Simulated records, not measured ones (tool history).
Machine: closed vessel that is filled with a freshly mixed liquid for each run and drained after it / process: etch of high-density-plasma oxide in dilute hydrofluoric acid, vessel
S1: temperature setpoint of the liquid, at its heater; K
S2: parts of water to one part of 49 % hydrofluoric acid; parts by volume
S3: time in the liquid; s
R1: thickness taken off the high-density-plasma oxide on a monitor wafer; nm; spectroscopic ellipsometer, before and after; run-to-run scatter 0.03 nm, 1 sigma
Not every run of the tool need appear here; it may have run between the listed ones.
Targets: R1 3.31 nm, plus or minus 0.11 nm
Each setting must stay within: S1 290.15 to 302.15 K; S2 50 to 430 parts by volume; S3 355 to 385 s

run  hour      S1   S2   S3      R1
  1     0  294.15  240  355   5.585
  2   4.6  294.15  240  355  5.3919
  3   6.7  294.15  315  355  3.8449
  4   8.8  294.15  315  385  4.2647
  5  15.3  293.65  320  385   4.026
  6  21.8  297.15  320  385  4.6171
  7  26.7  296.65  325  385   4.499
  8  33.5  296.15  325  385  4.2795
  9  39.9  295.65  325  385  4.2599
 10  44.6  295.15  325  385  4.2081
 11  48.2  294.65  325  385   4.063
 12  57.1  294.15  325  385    4.09
 13  61.1  293.65  325  385  3.9771
 14  68.7  293.15  325  385  3.9124
 15  74.7  292.65  325  385  3.7863
 16  83.5  292.15  325  385  3.7537
 17  84.8  291.15  330  385  3.5543
 18  90.3  290.65  335  385  3.3933

Of the 5 settings listed for the next run, only one would bring every result within its allowed miss of target. Which one?
  A  95.8  292.65  330  365   ?
  B  95.8  295.65  350  355   ?
  C  95.8  291.15  335  385   ?
  D  95.8  290.15  315  355   ?
  E  95.8  290.65  325  385   ?

move      R1
   A  3.5939
   B  3.5996
   C  3.5205
   D  3.3818
   E   3.592
A: its largest miss is bigger than the last run's
B: its largest miss is bigger than the last run's
C: its largest miss is bigger than the last run's
D: all results land within tolerance of their targets
E: its largest miss is bigger than the last run's
Go with D: it meets all targets.
